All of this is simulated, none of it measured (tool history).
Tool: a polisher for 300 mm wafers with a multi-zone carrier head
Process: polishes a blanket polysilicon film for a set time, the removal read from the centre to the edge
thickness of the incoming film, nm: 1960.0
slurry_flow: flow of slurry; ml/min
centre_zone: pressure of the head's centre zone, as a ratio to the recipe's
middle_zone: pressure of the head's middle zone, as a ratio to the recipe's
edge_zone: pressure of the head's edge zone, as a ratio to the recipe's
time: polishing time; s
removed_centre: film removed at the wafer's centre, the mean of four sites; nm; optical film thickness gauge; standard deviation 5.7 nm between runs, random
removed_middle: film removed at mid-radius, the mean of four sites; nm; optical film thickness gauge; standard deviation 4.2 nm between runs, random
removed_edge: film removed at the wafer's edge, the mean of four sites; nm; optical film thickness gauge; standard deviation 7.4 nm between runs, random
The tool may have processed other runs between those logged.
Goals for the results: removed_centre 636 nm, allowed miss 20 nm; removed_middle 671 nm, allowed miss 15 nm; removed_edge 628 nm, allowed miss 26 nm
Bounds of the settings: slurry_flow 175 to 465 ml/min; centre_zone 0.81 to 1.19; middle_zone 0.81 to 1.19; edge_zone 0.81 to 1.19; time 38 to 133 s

{"run": 1, "day": 0.0, "slurry_flow": 295, "centre_zone": 1, "middle_zone": 1, "edge_zone": 1, "time": 85, "removed_centre": 586.87, "removed_middle": 598.44, "removed_edge": 582.85}
{"run": 2, "day": 0.021, "slurry_flow": 305, "centre_zone": 1.01, "middle_zone": 1.01, "edge_zone": 1.01, "time": 85, "removed_centre": 594.67, "removed_middle": 603.46, "removed_edge": 581.82}
{"run": 3, "day": 0.392, "slurry_flow": 365, "centre_zone": 1.01, "middle_zone": 1.01, "edge_zone": 1.01, "time": 85, "removed_centre": 607.67, "removed_middle": 607.75, "removed_edge": 587.6}
{"run": 4, "day": 0.742, "slurry_flow": 365, "centre_zone": 1.01, "middle_zone": 1.02, "edge_zone": 1.02, "time": 85, "removed_centre": 610.19, "removed_middle": 606.7, "removed_edge": 595.04}
{"run": 5, "day": 0.975, "slurry_flow": 365, "centre_zone": 1.01, "middle_zone": 1.02, "edge_zone": 1.02, "time": 69, "removed_centre": 494.43, "removed_middle": 496.61, "removed_edge": 477.8}
{"run": 6, "day": 0.996, "slurry_flow": 365, "centre_zone": 1.01, "middle_zone": 1.09, "edge_zone": 1.02, "time": 69, "removed_centre": 487.01, "removed_middle": 518.81, "removed_edge": 481.81}
{"run": 7, "day": 1.104, "slurry_flow": 360, "centre_zone": 1.02, "middle_zone": 1.1, "edge_zone": 1.03, "time": 72, "removed_centre": 525.36, "removed_middle": 547, "removed_edge": 494.21}
{"run": 8, "day": 1.317, "slurry_flow": 360, "centre_zone": 1.01, "middle_zone": 1.1, "edge_zone": 1.04, "time": 75, "removed_centre": 530.52, "removed_middle": 572.96, "removed_edge": 522.76}
{"run": 9, "day": 1.654, "slurry_flow": 360, "centre_zone": 1.02, "middle_zone": 1.1, "edge_zone": 1.06, "time": 77, "removed_centre": 554.5, "removed_middle": 585.76, "removed_edge": 550.84}
{"run": 10, "day": 1.692, "slurry_flow": 360, "centre_zone": 1.03, "middle_zone": 1.11, "edge_zone": 1.07, "time": 78, "removed_centre": 572.82, "removed_middle": 587.41, "removed_edge": 554.93}
{"run": 11, "day": 1.792, "slurry_flow": 360, "centre_zone": 1.03, "middle_zone": 1.12, "edge_zone": 1.08, "time": 79, "removed_centre": 570.14, "removed_middle": 608.88, "removed_edge": 558.97}
{"run": 12, "day": 2.154, "slurry_flow": 360, "centre_zone": 1.04, "middle_zone": 1.12, "edge_zone": 1.1, "time": 80, "removed_centre": 584.24, "removed_middle": 608.78, "removed_edge": 572.54}
{"run": 13, "day": 2.388, "slurry_flow": 360, "centre_zone": 1.04, "middle_zone": 1.13, "edge_zone": 1.11, "time": 81, "removed_centre": 592.37, "removed_middle": 629.59, "removed_edge": 582.7}
{"run": 14, "day": 2.5, "slurry_flow": 360, "centre_zone": 1.04, "middle_zone": 1.13, "edge_zone": 1.12, "time": 82, "removed_centre": 599.01, "removed_middle": 636.22, "removed_edge": 594.67}
{"day": 2.754, "done": "edge zone pressure recalibrated"}
{"run": 15, "day": 2.754, "slurry_flow": 360, "centre_zone": 1.05, "middle_zone": 1.14, "edge_zone": 1.13, "time": 82, "removed_centre": 597.05, "removed_middle": 636.34, "removed_edge": 625.93}
{"run": 16, "day": 2.971, "slurry_flow": 365, "centre_zone": 1.06, "middle_zone": 1.15, "edge_zone": 1.13, "time": 82, "removed_centre": 613.13, "removed_middle": 643.51, "removed_edge": 632.6}
{"run": 17, "day": 3.075, "slurry_flow": 370, "centre_zone": 1.06, "middle_zone": 1.16, "edge_zone": 1.12, "time": 82, "removed_centre": 612.05, "removed_middle": 651.42, "removed_edge": 626.15}
{"run": 18, "day": 3.154, "slurry_flow": 370, "centre_zone": 1.06, "middle_zone": 1.16, "edge_zone": 1.11, "time": 82, "removed_centre": 604.17, "removed_middle": 638.13, "removed_edge": 625.52}
{"run": 19, "day": 3.208, "slurry_flow": 355, "centre_zone": 1.06, "middle_zone": 1.15, "edge_zone": 1.12, "time": 83, "removed_centre": 612.75, "removed_middle": 649.02, "removed_edge": 629.77}

Which single option among these 5 for the next run brings every result within its allowed miss of target? Just one does.
{"run": "A", "day": 3.262, "slurry_flow": 465, "centre_zone": 0.98, "middle_zone": 1.07, "edge_zone": 0.98, "time": 89, "removed_centre": "?", "removed_middle": "?", "removed_edge": "?"}
{"run": "B", "day": 3.262, "slurry_flow": 295, "centre_zone": 1.09, "middle_zone": 1.06, "edge_zone": 1.06, "time": 86, "removed_centre": "?", "removed_middle": "?", "removed_edge": "?"}
{"run": "C", "day": 3.262, "slurry_flow": 400, "centre_zone": 1.11, "middle_zone": 1.12, "edge_zone": 1.14, "time": 81, "removed_centre": "?", "removed_middle": "?", "removed_edge": "?"}
{"run": "D", "day": 3.262, "slurry_flow": 320, "centre_zone": 1.03, "middle_zone": 1.19, "edge_zone": 1.15, "time": 83, "removed_centre": "?", "removed_middle": "?", "removed_edge": "?"}
{"run": "E", "day": 3.262, "slurry_flow": 325, "centre_zone": 0.94, "middle_zone": 1.15, "edge_zone": 1.04, "time": 88, "removed_centre": "?", "removed_middle": "?", "removed_edge": "?"}

move=A removed_centre=628.1 removed_middle=672.67 removed_edge=633.47
move=B removed_centre=639.16 removed_middle=624.91 removed_edge=620.51
move=C removed_centre=626.62 removed_middle=626.44 removed_edge=616.53
move=D removed_centre=593.51 removed_middle=660.86 removed_edge=626.3
move=E removed_centre=584.99 removed_middle=684.32 removed_edge=632.05
A: each result inside its tolerance
B: moves away from the targets compared with the last run
C: moves away from the targets compared with the last run
D: gets the furthest-off result to its target, but another result is out of tolerance
E: gets the furthest-off result to its target, but another result is out of tolerance
A meets every target.
